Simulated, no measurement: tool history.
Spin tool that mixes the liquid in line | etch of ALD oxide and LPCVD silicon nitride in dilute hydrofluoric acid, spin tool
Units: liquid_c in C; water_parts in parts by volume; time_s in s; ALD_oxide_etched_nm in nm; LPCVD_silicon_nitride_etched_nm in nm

run	hour	liquid_c	water_parts	time_s	ALD_oxide_etched_nm	LPCVD_silicon_nitride_etched_nm
1	0	24	45	30	17.167	0.39318
2	7.4	23	45	30	16.434	0.30893
3	8.5	23	45	40	21.973	0.51641
4	10.1	23	40	40	24.732	0.44986
5	18.9	23	30	40	33.463	0.69068
6	23.3	23	20	40	50.87	1.0023
7	24.8	21.5	30	40	31.386	0.53252

Forecast run 8:
8	32.5	20.5	35	40	?	?

Run 8 gave ALD_oxide_etched_nm 25.832 nm, LPCVD_silicon_nitride_etched_nm 0.50719 nm.
